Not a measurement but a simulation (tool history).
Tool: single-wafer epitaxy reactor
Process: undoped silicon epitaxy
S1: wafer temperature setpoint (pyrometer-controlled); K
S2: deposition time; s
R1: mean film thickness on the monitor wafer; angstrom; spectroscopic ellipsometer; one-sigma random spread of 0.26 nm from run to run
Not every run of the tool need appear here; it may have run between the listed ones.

| run | day | S1 | S2 | R1 |
|---|---|---|---|---|
| 1 | 0.000 | 933.15 | 336 | 683.12 |
| 2 | 0.096 | 925.15 | 336 | 559.44 |
| 3 | 0.254 | 928.15 | 337 | 607.90 |
| 4 | 0.504 | 930.15 | 337 | 635.68 |
| 5 | 0.671 | 930.15 | 303 | 573.54 |
| 6 | 0.921 | 930.15 | 277 | 523.82 |
| 7 | 0.962 | 942.15 | 283 | 712.73 |

What does the tool deliver on the next run?
| 8 | 1.000 | 943.15 | 283 | ? |

For run 8 the tool returned R1 729.51 angstrom.
